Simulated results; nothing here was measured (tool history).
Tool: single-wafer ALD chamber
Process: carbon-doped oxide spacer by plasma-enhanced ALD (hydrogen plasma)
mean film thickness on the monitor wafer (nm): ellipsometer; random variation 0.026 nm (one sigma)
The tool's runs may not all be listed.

| run | hour | heater temperature setpoint (°C) | number of ALD cycles (cycles) | mean film thickness on the monitor wafer (nm) |
|---|---|---|---|---|
| 1 | 0 | 420 | 179 | 8.5092 |
| 2 | 2.3 | 424 | 165 | 7.7491 |
| 3 | 7.4 | 427 | 156 | 7.2323 |
| 4 | 10.9 | 427 | 175 | 8.1397 |
| 5 | 17.4 | 427 | 158 | 7.3918 |
| 6 | 21 | 429 | 151 | 6.97 |
| 7 | 27.4 | 432 | 148 | 6.8003 |

Forecast run 8:
| 8 | 28 | 434 | 145 | ? |

Run 8 gave mean film thickness on the monitor wafer (nm) 6.5787.

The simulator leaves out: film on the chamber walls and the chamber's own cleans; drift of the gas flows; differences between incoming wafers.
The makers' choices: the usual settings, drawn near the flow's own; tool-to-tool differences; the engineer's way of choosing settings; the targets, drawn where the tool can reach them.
